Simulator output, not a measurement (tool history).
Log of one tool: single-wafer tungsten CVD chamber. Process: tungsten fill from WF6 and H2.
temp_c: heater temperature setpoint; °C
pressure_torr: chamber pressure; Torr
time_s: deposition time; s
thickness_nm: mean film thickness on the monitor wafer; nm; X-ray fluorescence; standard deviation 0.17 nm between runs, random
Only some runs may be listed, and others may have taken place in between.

run,hour,temp_c,pressure_torr,time_s,thickness_nm
1,0.0,380,55.1,14.5,40.015
2,4.3,380,55.1,14.9,41.174
3,11.3,380,62.9,14.9,42.709
4,18.4,384,63.3,14.9,45.594
5,25.3,388,63.7,14.9,49.381
6,31.6,388,63.7,14.9,49.320
# hour 39.0: thermocouple changed; heater temperature recalibrated
7,39.0,390,63.9,14.9,48.987
8,46.4,393,64.3,14.9,51.932

Forecast run 9:
9,52.8,394,64.5,14.9,?

thickness_nm: 52.492 nm
